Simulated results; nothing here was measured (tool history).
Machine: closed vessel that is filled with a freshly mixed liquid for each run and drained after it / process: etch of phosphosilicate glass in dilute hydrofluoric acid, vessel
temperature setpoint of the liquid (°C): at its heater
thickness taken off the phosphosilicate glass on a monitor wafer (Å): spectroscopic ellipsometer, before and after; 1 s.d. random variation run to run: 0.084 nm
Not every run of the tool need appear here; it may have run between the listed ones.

run,day,temperature setpoint of the liquid (°C),parts of water to one part of 49 % hydrofluoric acid (parts by volume),time in the liquid (s),thickness taken off the phosphosilicate glass on a monitor wafer (Å)
1,0.000,24.0,250,95,236.78
2,0.325,21.5,285,95,184.70
3,0.538,20.0,315,95,154.51
4,0.842,20.0,315,95,154.41
5,0.938,20.0,315,100,160.59
6,1.192,22.0,315,100,172.58
7,1.512,20.5,340,100,150.85
8,1.879,19.5,355,100,138.51
9,2.196,19.0,370,100,127.83
10,2.254,18.5,380,100,119.22
11,2.588,18.0,385,100,115.50

Expected results for the next run?
12,2.817,17.5,385,100,?

{"run 12": {"thickness taken off the phosphosilicate glass on a monitor wafer (Å)": 113.19}}

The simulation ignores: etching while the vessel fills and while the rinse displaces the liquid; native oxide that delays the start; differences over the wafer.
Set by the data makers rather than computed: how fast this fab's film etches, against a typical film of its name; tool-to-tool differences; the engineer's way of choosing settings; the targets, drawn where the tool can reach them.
